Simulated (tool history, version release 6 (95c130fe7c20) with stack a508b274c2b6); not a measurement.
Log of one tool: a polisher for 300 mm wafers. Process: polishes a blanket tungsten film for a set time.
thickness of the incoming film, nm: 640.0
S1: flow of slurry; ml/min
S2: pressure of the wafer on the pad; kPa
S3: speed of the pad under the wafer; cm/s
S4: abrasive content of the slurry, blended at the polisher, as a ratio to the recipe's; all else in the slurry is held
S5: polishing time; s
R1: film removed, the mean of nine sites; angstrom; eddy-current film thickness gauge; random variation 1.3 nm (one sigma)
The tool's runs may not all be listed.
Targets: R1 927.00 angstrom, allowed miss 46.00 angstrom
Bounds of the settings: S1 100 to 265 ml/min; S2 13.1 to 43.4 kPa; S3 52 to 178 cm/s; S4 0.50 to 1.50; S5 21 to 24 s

{"run": 1, "day": 0.0, "S1": 170, "S2": 28.3, "S3": 114, "S4": 1.0, "S5": 24, "R1": 1390.8}
{"run": 2, "day": 0.058, "S1": 170, "S2": 28.3, "S3": 102, "S4": 1.0, "S5": 24, "R1": 1224.4}
{"run": 3, "day": 0.396, "S1": 170, "S2": 34.5, "S3": 102, "S4": 1.0, "S5": 24, "R1": 1475.6}
{"run": 4, "day": 0.75, "S1": 170, "S2": 30.3, "S3": 100, "S4": 1.0, "S5": 24, "R1": 1282.6}
{"run": 5, "day": 0.817, "S1": 130, "S2": 30.3, "S3": 100, "S4": 1.0, "S5": 24, "R1": 1207.3}
{"run": 6, "day": 0.904, "S1": 130, "S2": 30.3, "S3": 118, "S4": 1.0, "S5": 24, "R1": 1490.0}
{"day": 0.925, "done": "slurry blender recalibrated"}
{"run": 7, "day": 0.925, "S1": 130, "S2": 26.2, "S3": 116, "S4": 1.0, "S5": 24, "R1": 1341.7}
{"run": 8, "day": 1.288, "S1": 130, "S2": 22.8, "S3": 112, "S4": 1.0, "S5": 24, "R1": 1122.2}
{"run": 9, "day": 1.438, "S1": 130, "S2": 20.7, "S3": 112, "S4": 1.0, "S5": 24, "R1": 1058.1}
{"run": 10, "day": 1.483, "S1": 130, "S2": 19.3, "S3": 112, "S4": 1.0, "S5": 24, "R1": 1022.0}

Which of these 5 next moves meets every target?
{"run": "A", "day": 1.529, "S1": 140, "S2": 22.8, "S3": 136, "S4": 0.75, "S5": 22, "R1": "?"}
{"run": "B", "day": 1.529, "S1": 110, "S2": 20.7, "S3": 106, "S4": 1.0, "S5": 23, "R1": "?"}
{"run": "C", "day": 1.529, "S1": 120, "S2": 20.7, "S3": 126, "S4": 1.0, "S5": 24, "R1": "?"}
{"run": "D", "day": 1.529, "S1": 120, "S2": 23.4, "S3": 118, "S4": 1.0, "S5": 24, "R1": "?"}
{"run": "E", "day": 1.529, "S1": 100, "S2": 26.2, "S3": 118, "S4": 0.95, "S5": 24, "R1": "?"}

move=A R1=1197.20
move=B R1=948.63
move=C R1=1187.90
move=D R1=1238.60
move=E R1=1301.10
A: further off than the last run
B: meets every target
C: further off than the last run
D: further off than the last run
E: further off than the last run
Answer: B

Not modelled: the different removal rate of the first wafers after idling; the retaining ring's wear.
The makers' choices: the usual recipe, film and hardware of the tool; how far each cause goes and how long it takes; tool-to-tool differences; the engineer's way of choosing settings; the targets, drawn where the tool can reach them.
